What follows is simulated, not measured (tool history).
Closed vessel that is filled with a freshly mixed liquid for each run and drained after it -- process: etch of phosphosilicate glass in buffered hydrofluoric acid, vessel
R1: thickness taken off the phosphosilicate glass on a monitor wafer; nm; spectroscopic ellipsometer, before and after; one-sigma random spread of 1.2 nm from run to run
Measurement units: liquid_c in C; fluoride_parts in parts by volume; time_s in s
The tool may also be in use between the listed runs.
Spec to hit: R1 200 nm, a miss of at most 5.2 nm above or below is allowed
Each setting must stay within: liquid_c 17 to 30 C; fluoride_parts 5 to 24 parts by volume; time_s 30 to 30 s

Run 1, hour 0: liquid_c 22 C, fluoride_parts 14.5 parts by volume, time_s 30 s. Result: R1 81.506 nm.
Run 2, hour 8.4: liquid_c 23 C, fluoride_parts 14.5 parts by volume, time_s 30 s. Result: R1 86.202 nm.
Run 3, hour 17.3: liquid_c 25 C, fluoride_parts 12.5 parts by volume, time_s 30 s. Result: R1 113.57 nm.
Run 4, hour 22.9: liquid_c 27.5 C, fluoride_parts 12.5 parts by volume, time_s 30 s. Result: R1 127.94 nm.
Run 5, hour 31.7: liquid_c 30 C, fluoride_parts 12.5 parts by volume, time_s 30 s. Result: R1 146.03 nm.
Run 6, hour 32.6: liquid_c 30 C, fluoride_parts 11.5 parts by volume, time_s 30 s. Result: R1 159.59 nm.
Run 7, hour 35.7: liquid_c 30 C, fluoride_parts 10.5 parts by volume, time_s 30 s. Result: R1 174.82 nm.
Run 8, hour 36.2: liquid_c 30 C, fluoride_parts 10 parts by volume, time_s 30 s. Result: R1 181.77 nm.
Run 9, hour 45: liquid_c 30 C, fluoride_parts 9.5 parts by volume, time_s 30 s. Result: R1 187.59 nm.
Run 10, hour 49.6: liquid_c 30 C, fluoride_parts 9 parts by volume, time_s 30 s. Result: R1 193.4 nm.
Run 11, hour 56.8: liquid_c 30 C, fluoride_parts 8.5 parts by volume, time_s 30 s. Result: R1 207.12 nm.

Exactly one of the 4 candidate moves below puts every result within its allowed miss. Which one?
Run A, hour 64: liquid_c 29 C, fluoride_parts 8 parts by volume, time_s 30 s. Result: R1 ?.
Run B, hour 64: liquid_c 29.5 C, fluoride_parts 8.5 parts by volume, time_s 30 s. Result: R1 ?.
Run C, hour 64: liquid_c 30 C, fluoride_parts 8 parts by volume, time_s 30 s. Result: R1 ?.
Run D, hour 64: liquid_c 29.5 C, fluoride_parts 8 parts by volume, time_s 30 s. Result: R1 ?.

move      R1
   A  209.62
   B  201.54
   C  220.93
   D  215.21
A: moves away from the targets compared with the last run
B: all results land within tolerance of their targets
C: moves away from the targets compared with the last run
D: moves away from the targets compared with the last run
B is the move that brings every result within its allowed miss.
